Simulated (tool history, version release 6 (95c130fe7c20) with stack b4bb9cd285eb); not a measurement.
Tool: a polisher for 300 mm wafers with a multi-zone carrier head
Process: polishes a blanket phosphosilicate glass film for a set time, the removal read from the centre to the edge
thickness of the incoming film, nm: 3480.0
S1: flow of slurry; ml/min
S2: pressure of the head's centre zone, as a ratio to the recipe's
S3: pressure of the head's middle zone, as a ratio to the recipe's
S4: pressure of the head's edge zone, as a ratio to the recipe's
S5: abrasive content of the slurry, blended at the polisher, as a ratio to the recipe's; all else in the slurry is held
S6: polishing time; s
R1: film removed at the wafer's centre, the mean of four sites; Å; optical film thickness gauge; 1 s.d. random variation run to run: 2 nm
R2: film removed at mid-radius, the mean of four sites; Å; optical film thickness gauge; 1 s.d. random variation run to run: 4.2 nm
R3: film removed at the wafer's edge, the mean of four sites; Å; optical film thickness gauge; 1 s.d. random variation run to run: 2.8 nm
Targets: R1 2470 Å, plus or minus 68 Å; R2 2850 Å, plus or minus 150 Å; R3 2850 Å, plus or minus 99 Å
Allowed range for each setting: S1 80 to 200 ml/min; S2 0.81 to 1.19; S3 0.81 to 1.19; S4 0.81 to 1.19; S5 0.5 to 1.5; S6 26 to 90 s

run,hour,S1,S2,S3,S4,S5,S6,R1,R2,R3
1,0,130,1,1,1,1,58,5034.9,4480.2,4630.6
2,2.3,115,0.94,1.01,0.99,0.85,54,4032.9,3805.8,4054.1
3,11.3,115,0.91,1.01,0.99,0.85,54,3927,3877,3951.6
4,17,115,0.91,1.01,0.94,0.85,54,3903.2,3881.1,3900.2
5,19.3,115,0.91,1.01,0.99,0.85,54,3851.4,3864.7,3963
6,24.7,110,0.88,1.02,0.98,0.75,51,3353.2,3535.2,3532.4
7,27,105,0.86,1.01,0.98,0.65,50,3043.5,3278.1,3294.7
# hour 30.5: centre zone pressure recalibrated
8,30.5,100,0.84,1.01,0.98,0.6,49,2502.1,3112,3102.2
9,37.5,100,0.84,1.01,0.98,0.6,49,2507.4,3101.2,3169.4

Which of these 4 next moves meets every target?
A,44.5,115,0.89,0.97,0.98,0.55,48,?,?,?
B,44.5,120,0.87,0.99,0.94,0.55,46,?,?,?
C,44.5,135,1,0.93,1.08,0.9,36,?,?,?
D,44.5,170,1.02,0.95,1.05,1.15,30,?,?,?

move,R1,R2,R3
A,2551.3,2907.3,3059.2
B,2410.1,2855.9,2888.5
C,2635.1,2566.5,2913.9
D,2533.9,2450.5,2667.8
A: moves toward the targets from the last run without getting all of them in spec
B: all results in spec
C: brings the result that was furthest off to its target, and leaves another outside
D: takes the result that was furthest off past its target
So the answer is move B, the one that meets all the targets.

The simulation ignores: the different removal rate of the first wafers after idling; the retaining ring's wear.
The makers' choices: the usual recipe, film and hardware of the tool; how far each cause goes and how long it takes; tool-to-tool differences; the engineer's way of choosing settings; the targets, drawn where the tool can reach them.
